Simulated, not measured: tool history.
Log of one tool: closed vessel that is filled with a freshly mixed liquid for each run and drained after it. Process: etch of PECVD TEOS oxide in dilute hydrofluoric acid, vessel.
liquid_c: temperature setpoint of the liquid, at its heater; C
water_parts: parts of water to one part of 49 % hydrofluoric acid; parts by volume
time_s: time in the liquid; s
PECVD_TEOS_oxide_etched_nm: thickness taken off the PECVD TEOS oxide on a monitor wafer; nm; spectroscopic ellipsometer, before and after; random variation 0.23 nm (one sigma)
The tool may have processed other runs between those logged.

run 1 hour=0 | liquid_c=25 water_parts=45 time_s=105 | PECVD_TEOS_oxide_etched_nm=53.136
run 2 hour=5.6 | liquid_c=23 water_parts=45 time_s=105 | PECVD_TEOS_oxide_etched_nm=49.445
run 3 hour=9.5 | liquid_c=23 water_parts=45 time_s=105 | PECVD_TEOS_oxide_etched_nm=49.175
run 4 hour=13.3 | liquid_c=21.5 water_parts=45 time_s=105 | PECVD_TEOS_oxide_etched_nm=46.655
run 5 hour=20.8 | liquid_c=21.5 water_parts=40 time_s=105 | PECVD_TEOS_oxide_etched_nm=52.675
run 6 hour=28.2 | liquid_c=21.5 water_parts=40 time_s=115 | PECVD_TEOS_oxide_etched_nm=58.241
run 7 hour=36.1 | liquid_c=20.5 water_parts=45 time_s=115 | PECVD_TEOS_oxide_etched_nm=49.237
-- hour=39.4 hydrofluoric acid flow meter replaced
run 8 hour=39.4 | liquid_c=19.5 water_parts=45 time_s=115 | PECVD_TEOS_oxide_etched_nm=42.227

Estimate the outcome of run 9 from the log above:
run 9 hour=43.9 | liquid_c=19 water_parts=45 time_s=115 | PECVD_TEOS_oxide_etched_nm=?

For run 9 the tool returned PECVD_TEOS_oxide_etched_nm 41.89 nm.
